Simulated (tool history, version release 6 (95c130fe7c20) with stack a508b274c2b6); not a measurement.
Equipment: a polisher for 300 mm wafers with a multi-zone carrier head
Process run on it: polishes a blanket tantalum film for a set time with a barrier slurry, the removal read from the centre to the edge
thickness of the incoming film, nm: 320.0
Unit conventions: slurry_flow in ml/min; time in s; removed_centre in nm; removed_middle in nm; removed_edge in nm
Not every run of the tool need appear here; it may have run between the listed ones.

run,hour,slurry_flow,centre_zone,middle_zone,edge_zone,slurry_solids,time,removed_centre,removed_middle,removed_edge
1,0,210,1,1,1,1,74,76.397,76.458,76.71
2,0.8,205,0.99,1,0.99,1,74,74.607,77.341,75.689
3,7.5,200,0.98,1,0.99,1,74,74.456,76.094,75.478
4,15.9,200,0.98,1,0.99,1,85,84.686,87.631,87.427
5,21.5,200,1.03,1,0.99,1,85,89.427,88.08,88.28
6,22.7,195,1.01,0.99,0.97,0.95,85,87.409,87.813,85.5
7,26.5,190,0.99,0.98,0.97,0.9,85,83.456,83.446,85.753
8,27.7,190,0.98,0.99,0.96,0.85,84,81.377,84.174,83.095
9,28.7,155,0.88,0.91,0.86,0.6,83,63.638,68.49,68.212
10,30.9,160,0.88,0.92,0.86,0.6,83,63.961,70.441,68.762
11,39.6,165,0.88,0.92,0.86,0.6,83,63.515,71.041,71.255
12,46.2,165,0.89,0.93,0.86,0.6,83,64.925,70.568,68.478

The next listed run, before its measurement:
13,50.7,170,0.89,0.93,0.86,0.6,83,?,?,?

{"run 13": {"removed_centre": 64.59, "removed_middle": 72.109, "removed_edge": 70.653}}
